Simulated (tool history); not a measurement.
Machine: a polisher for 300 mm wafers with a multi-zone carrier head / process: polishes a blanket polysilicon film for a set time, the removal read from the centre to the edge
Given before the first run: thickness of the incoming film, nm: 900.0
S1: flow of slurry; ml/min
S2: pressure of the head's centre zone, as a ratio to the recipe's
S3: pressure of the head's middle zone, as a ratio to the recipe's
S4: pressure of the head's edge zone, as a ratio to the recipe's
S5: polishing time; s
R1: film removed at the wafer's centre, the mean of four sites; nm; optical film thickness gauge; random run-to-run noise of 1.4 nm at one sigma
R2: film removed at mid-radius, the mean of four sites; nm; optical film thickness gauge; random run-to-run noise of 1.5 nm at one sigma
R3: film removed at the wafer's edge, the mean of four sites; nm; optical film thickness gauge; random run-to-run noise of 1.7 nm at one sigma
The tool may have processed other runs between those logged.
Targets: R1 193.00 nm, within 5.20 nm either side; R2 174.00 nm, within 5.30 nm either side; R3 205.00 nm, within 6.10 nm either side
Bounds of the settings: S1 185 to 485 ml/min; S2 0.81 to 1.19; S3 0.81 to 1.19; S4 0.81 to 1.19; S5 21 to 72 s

run	day	S1	S2	S3	S4	S5	R1	R2	R3
1	0.000	310	1.00	1.00	1.00	46	279.74	275.32	292.89
2	0.129	305	0.99	0.98	0.99	45	271.86	257.99	282.69
3	0.454	305	0.99	1.01	0.99	45	268.84	267.96	282.97
4	0.554	300	0.98	0.99	0.98	44	259.53	256.78	279.17
5	0.871	340	0.98	0.99	0.98	44	266.91	258.78	282.69
6	1.238	330	0.98	0.98	0.97	43	258.36	253.45	273.96
7	1.525	370	0.98	0.88	0.95	30	180.99	161.24	188.82
8	1.579	370	0.98	0.88	0.96	30	180.66	162.36	189.11
9	1.621	370	0.98	0.88	0.97	30	183.53	163.35	192.64
10	1.829	375	0.98	0.88	0.98	30	182.64	162.29	193.33
11	2.038	375	0.98	0.89	0.99	30	181.18	162.37	196.69
12	2.404	375	0.98	0.90	0.99	30	180.58	165.95	192.96
13	2.729	375	0.98	0.90	1.00	30	184.05	166.21	195.55
# day 2.958: edge zone pressure recalibrated
14	2.958	375	0.98	0.90	1.01	30	181.37	163.31	183.60
15	3.325	375	0.98	0.90	1.01	30	183.72	163.64	184.43
16	3.671	375	0.98	0.90	1.00	30	182.31	165.89	183.49
17	3.838	375	0.98	0.90	0.99	30	181.66	165.49	184.78

Exercise: of the 5 proposed moves below, exactly one satisfies all targets within the stated allowed misses. Which move is it?
A	4.004	345	0.96	0.87	1.01	33	?	?	?
B	4.004	360	0.87	0.95	1.10	32	?	?	?
C	4.004	245	0.93	0.93	1.08	33	?	?	?
D	4.004	385	1.04	0.94	1.07	27	?	?	?
E	4.004	300	0.81	0.83	0.96	33	?	?	?

move	R1	R2	R3
A	195.60	175.03	203.18
B	172.55	183.35	205.91
C	181.91	178.25	203.99
D	175.34	154.05	172.09
E	162.32	166.28	196.36
A: in spec on every target
B: puts the biggest miss on target and leaves a different result outside tolerance
C: puts the biggest miss on target and leaves a different result outside tolerance
D: lands further from the targets than the last run did
E: lands further from the targets than the last run did
The move that meets every target is A.
